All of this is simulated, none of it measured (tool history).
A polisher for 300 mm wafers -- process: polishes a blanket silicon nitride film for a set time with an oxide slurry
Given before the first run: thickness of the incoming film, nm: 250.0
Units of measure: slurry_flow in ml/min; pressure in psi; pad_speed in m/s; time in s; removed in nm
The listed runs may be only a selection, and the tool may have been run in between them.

Run 1, hour 0.0: slurry_flow 165 ml/min, pressure 4.2 psi, pad_speed 1.12 m/s, slurry_solids 1.0, time 92 s. Result: removed 60.994 nm.
Run 2, hour 2.9: slurry_flow 140 ml/min, pressure 4.2 psi, pad_speed 1.12 m/s, slurry_solids 1.0, time 92 s. Result: removed 60.745 nm.
Run 3, hour 6.4: slurry_flow 140 ml/min, pressure 3.4 psi, pad_speed 1.12 m/s, slurry_solids 1.0, time 92 s. Result: removed 53.488 nm.
Run 4, hour 14.5: slurry_flow 140 ml/min, pressure 2.9 psi, pad_speed 1.10 m/s, slurry_solids 1.0, time 92 s. Result: removed 48.453 nm.
Run 5, hour 18.8: slurry_flow 110 ml/min, pressure 2.9 psi, pad_speed 1.10 m/s, slurry_solids 1.0, time 92 s. Result: removed 45.888 nm.
Run 6, hour 24.8: slurry_flow 110 ml/min, pressure 2.9 psi, pad_speed 0.98 m/s, slurry_solids 1.0, time 92 s. Result: removed 43.046 nm.
Run 7, hour 30.8: slurry_flow 110 ml/min, pressure 2.8 psi, pad_speed 0.98 m/s, slurry_solids 1.0, time 92 s. Result: removed 42.404 nm.

What does the tool deliver on the next run?
Run 8, hour 37.8: slurry_flow 110 ml/min, pressure 2.7 psi, pad_speed 0.98 m/s, slurry_solids 1.0, time 92 s. Result: removed ?.

Run 8 produced removed 41.392 nm.
